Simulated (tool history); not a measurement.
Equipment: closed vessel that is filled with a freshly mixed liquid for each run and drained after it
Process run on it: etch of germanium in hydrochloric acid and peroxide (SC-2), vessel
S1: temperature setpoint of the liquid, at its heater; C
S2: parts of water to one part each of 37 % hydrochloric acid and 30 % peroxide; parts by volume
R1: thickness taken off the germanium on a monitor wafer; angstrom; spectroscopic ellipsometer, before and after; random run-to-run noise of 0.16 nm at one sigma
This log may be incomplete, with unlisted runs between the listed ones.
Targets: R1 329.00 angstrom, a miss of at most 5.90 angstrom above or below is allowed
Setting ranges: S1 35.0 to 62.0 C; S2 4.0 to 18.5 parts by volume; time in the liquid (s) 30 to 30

Run 1, hour 0.0: S1 46.0 C, S2 10.5 parts by volume, time in the liquid (s) 30. Result: R1 458.14 angstrom.
Run 2, hour 4.4: S1 46.0 C, S2 10.5 parts by volume, time in the liquid (s) 30. Result: R1 466.79 angstrom.
Run 3, hour 5.3: S1 43.5 C, S2 10.5 parts by volume, time in the liquid (s) 30. Result: R1 422.34 angstrom.
Run 4, hour 10.8: S1 43.5 C, S2 9.0 parts by volume, time in the liquid (s) 30. Result: R1 431.43 angstrom.
Run 5, hour 16.5: S1 43.5 C, S2 11.5 parts by volume, time in the liquid (s) 30. Result: R1 418.76 angstrom.
Run 6, hour 20.7: S1 48.5 C, S2 11.5 parts by volume, time in the liquid (s) 30. Result: R1 493.25 angstrom.
Run 7, hour 28.4: S1 45.5 C, S2 11.5 parts by volume, time in the liquid (s) 30. Result: R1 447.85 angstrom.
Run 8, hour 37.5: S1 43.5 C, S2 11.5 parts by volume, time in the liquid (s) 30. Result: R1 419.55 angstrom.
Run 9, hour 46.0: S1 35.5 C, S2 12.0 parts by volume, time in the liquid (s) 30. Result: R1 319.03 angstrom.

Of the 4 settings listed for the next run, only one would bring every result within its allowed miss of target. Which one?
Run A, hour 54.5: S1 35.0 C, S2 13.0 parts by volume, time in the liquid (s) 30. Result: R1 ?.
Run B, hour 54.5: S1 37.5 C, S2 12.0 parts by volume, time in the liquid (s) 30. Result: R1 ?.
Run C, hour 54.5: S1 35.0 C, S2 12.0 parts by volume, time in the liquid (s) 30. Result: R1 ?.
Run D, hour 54.5: S1 36.0 C, S2 11.5 parts by volume, time in the liquid (s) 30. Result: R1 ?.

move      R1
   A  311.32
   B  341.98
   C  313.82
   D  326.16
A: its largest miss is bigger than the last run's
B: carries the result that was furthest off beyond its target, to the other side
C: its largest miss is bigger than the last run's
D: each result inside its tolerance
Correct choice: D, which meets every target

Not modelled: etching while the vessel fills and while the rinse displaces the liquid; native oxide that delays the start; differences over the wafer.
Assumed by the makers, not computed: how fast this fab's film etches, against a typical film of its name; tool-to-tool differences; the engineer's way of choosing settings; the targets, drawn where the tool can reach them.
